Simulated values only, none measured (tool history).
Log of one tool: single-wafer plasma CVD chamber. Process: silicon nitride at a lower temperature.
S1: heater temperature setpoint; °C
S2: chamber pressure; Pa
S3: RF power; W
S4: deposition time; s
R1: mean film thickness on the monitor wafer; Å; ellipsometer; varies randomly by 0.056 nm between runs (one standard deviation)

run 1 hour=0 | S1=350 S2=255 S3=365 S4=18.7 | R1=255.57
run 2 hour=7.8 | S1=350 S2=244 S3=360 S4=18.7 | R1=252.71
run 3 hour=10.3 | S1=350 S2=244 S3=320 S4=18.7 | R1=240.67
run 4 hour=15.5 | S1=350 S2=224 S3=320 S4=18.7 | R1=236.98
run 5 hour=17.2 | S1=345 S2=224 S3=320 S4=18.7 | R1=236.61
run 6 hour=25.1 | S1=339 S2=224 S3=320 S4=18.7 | R1=236.47

Run 7 comes next. What will it give?
run 7 hour=31.8 | S1=339 S2=221 S3=320 S4=18.7 | R1=?

{"run 7": {"R1": 238.03}}
